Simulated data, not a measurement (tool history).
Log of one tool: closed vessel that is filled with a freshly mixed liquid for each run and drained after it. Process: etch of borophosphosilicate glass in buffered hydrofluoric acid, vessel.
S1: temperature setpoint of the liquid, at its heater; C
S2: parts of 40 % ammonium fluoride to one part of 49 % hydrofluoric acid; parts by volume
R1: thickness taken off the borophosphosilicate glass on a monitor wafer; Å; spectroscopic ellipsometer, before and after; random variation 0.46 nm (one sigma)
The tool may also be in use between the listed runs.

Run 1, hour 0.0: S1 23.0 C, S2 15.5 parts by volume, time in the liquid (s) 100. Result: R1 955.70 Å.
Run 2, hour 7.5: S1 21.5 C, S2 16.5 parts by volume, time in the liquid (s) 100. Result: R1 830.93 Å.
Run 3, hour 14.2: S1 21.5 C, S2 16.5 parts by volume, time in the liquid (s) 110. Result: R1 927.37 Å.
Run 4, hour 19.5: S1 21.5 C, S2 16.5 parts by volume, time in the liquid (s) 110. Result: R1 937.82 Å.
Run 5, hour 23.8: S1 21.5 C, S2 16.5 parts by volume, time in the liquid (s) 110. Result: R1 936.12 Å.
Run 6, hour 25.9: S1 21.5 C, S2 14.0 parts by volume, time in the liquid (s) 110. Result: R1 1088.40 Å.
Run 7, hour 32.4: S1 20.5 C, S2 16.0 parts by volume, time in the liquid (s) 110. Result: R1 892.51 Å.
Run 8, hour 41.6: S1 19.5 C, S2 17.0 parts by volume, time in the liquid (s) 110. Result: R1 804.03 Å.
Run 9, hour 47.3: S1 19.0 C, S2 18.0 parts by volume, time in the liquid (s) 110. Result: R1 733.30 Å.
Run 10, hour 52.7: S1 17.0 C, S2 23.0 parts by volume, time in the liquid (s) 110. Result: R1 536.06 Å.

Forecast run 11:
Run 11, hour 60.8: S1 17.0 C, S2 23.5 parts by volume, time in the liquid (s) 110. Result: R1 ?.

Run 11 gave R1 527.48 Å.
